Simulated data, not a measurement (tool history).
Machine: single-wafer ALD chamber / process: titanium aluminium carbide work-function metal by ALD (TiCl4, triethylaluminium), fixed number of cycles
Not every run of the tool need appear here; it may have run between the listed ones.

run,hour,heater temperature setpoint (deg C),triethylaluminium pulse time (s),mean film thickness on the monitor wafer (angstrom)
1,0.0,295,9.72,20.439
2,2.5,301,9.72,21.235
3,6.5,298,9.47,20.720
4,13.7,307,9.47,21.627
5,22.1,303,9.00,21.169
6,27.9,313,9.00,22.218

Expected results for the next run?
7,31.2,309,8.55,?

{"run 7": {"mean film thickness on the monitor wafer (angstrom)": 21.783}}

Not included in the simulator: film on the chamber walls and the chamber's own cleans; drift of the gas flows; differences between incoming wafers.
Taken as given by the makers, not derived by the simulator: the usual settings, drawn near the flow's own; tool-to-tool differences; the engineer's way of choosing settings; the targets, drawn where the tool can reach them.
